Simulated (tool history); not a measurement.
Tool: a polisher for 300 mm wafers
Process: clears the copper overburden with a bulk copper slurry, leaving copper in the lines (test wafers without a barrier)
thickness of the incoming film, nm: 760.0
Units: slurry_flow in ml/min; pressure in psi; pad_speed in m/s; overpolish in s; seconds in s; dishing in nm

run,hour,slurry_flow,pressure,pad_speed,slurry_solids,overpolish,seconds,dishing
1,0.0,205,3.4,1.06,1.00,13,66.125,90.492
2,0.8,205,3.7,1.06,1.00,14,63.185,102.750
3,7.2,205,3.7,1.06,0.90,14,64.425,99.849
4,15.5,205,4.1,1.06,0.90,14,60.566,104.580
5,20.8,205,4.1,1.06,1.05,14,58.784,103.790
6,22.0,165,4.1,1.06,1.05,14,60.583,107.020

Run 7 comes next. What will it give?
# hour 26.0: slurry blender recalibrated
7,26.0,165,4.4,1.08,1.05,15,?,?

{"run 7": {"seconds": 54.147, "dishing": 113.49}}
